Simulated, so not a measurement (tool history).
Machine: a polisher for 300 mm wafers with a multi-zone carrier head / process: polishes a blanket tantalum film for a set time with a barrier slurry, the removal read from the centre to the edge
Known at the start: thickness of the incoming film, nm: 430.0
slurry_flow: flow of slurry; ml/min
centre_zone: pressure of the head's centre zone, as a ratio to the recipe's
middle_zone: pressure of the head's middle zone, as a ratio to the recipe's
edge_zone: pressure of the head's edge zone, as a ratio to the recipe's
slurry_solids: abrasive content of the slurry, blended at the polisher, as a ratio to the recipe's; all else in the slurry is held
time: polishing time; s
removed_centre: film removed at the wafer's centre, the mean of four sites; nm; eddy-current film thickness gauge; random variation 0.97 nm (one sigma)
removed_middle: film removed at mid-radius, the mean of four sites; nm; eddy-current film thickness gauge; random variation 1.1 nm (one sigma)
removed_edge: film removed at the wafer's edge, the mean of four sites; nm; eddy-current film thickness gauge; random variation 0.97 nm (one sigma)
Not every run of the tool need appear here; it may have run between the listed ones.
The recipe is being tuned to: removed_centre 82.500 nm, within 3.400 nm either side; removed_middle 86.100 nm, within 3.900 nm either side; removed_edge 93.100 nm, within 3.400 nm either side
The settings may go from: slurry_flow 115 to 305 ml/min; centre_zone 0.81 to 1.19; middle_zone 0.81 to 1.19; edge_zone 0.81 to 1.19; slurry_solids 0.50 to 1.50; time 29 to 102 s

run	hour	slurry_flow	centre_zone	middle_zone	edge_zone	slurry_solids	time	removed_centre	removed_middle	removed_edge
1	0.0	195	1.00	1.00	1.00	1.00	65	110.890	106.900	110.630
2	2.9	195	0.94	1.00	1.00	1.00	65	101.440	110.910	111.820
3	6.0	190	0.94	0.98	0.99	0.95	65	102.330	105.520	108.180
4	12.4	185	0.92	0.97	0.99	0.90	65	98.692	101.900	104.920
5	13.8	180	0.91	0.96	0.99	0.90	65	95.901	101.530	106.500
6	18.5	175	0.90	0.95	0.98	0.85	65	93.946	100.010	102.970
7	25.2	170	0.89	0.94	0.98	0.85	65	91.928	95.818	101.850
8	29.6	165	0.88	0.93	0.97	0.85	65	92.796	94.914	100.400
9	35.9	150	0.81	0.90	0.97	0.65	64	75.794	82.465	90.429
10	44.4	155	0.82	0.90	0.97	0.65	64	76.881	82.667	92.525

4 next moves are on the table. One of them brings every result within its allowed miss. Which?
A	52.9	115	0.87	0.93	0.92	0.90	64	?	?	?
B	52.9	125	0.81	0.97	0.92	0.55	73	?	?	?
C	52.9	170	0.81	0.95	0.91	0.65	62	?	?	?
D	52.9	155	0.81	0.95	1.03	0.75	58	?	?	?

move	removed_centre	removed_middle	removed_edge
A	81.939	86.902	94.078
B	78.160	90.343	93.996
C	75.833	85.486	88.111
D	72.562	81.980	89.996
A: every result within its allowed miss
B: gains on the last run, yet a result remains outside its allowed miss
C: further off than the last run
D: further off than the last run
The move that meets every target is A.

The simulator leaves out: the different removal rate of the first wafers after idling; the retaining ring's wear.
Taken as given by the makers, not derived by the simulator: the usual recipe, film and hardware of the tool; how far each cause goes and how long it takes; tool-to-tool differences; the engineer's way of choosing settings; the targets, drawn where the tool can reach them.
